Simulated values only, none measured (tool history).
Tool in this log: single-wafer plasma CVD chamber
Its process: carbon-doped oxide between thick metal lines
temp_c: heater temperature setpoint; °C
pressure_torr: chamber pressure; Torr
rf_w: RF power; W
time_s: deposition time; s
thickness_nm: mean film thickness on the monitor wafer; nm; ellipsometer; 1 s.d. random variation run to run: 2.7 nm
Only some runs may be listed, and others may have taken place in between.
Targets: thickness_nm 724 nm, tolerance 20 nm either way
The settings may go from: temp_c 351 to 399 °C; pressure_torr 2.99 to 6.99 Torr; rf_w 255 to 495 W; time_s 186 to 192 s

run	hour	temp_c	pressure_torr	rf_w	time_s	thickness_nm
1	0	375	4.99	375	186	880.05
2	3.5	376	4.87	360	186	853.05
3	6.6	380	4.87	360	186	844.3
4	15.6	380	4.87	360	186	838.57
5	20.8	380	4.87	390	186	890.78
6	28.3	380	4.05	390	186	868.58
7	30.7	381	3.94	375	186	843.69
8	37.7	382	3.86	365	186	827.58

Next run, 5 choices. One meets every target within its allowed miss, the rest don't. Which?
A	44.7	388	3.25	285	186	?
B	44.7	388	3.94	405	192	?
C	44.7	384	3.77	340	186	?
D	44.7	382	3.57	305	186	?
E	44.7	389	3.28	335	189	?

move	thickness_nm
A	687.96
B	901.43
C	783.63
D	730.79
E	772.65
A: the result that was furthest off in the last run now lies on the other side of its target
B: its largest miss is bigger than the last run's
C: nearer than the last run, and not there yet
D: in spec on every target
E: nearer than the last run, and not there yet
D meets every target.
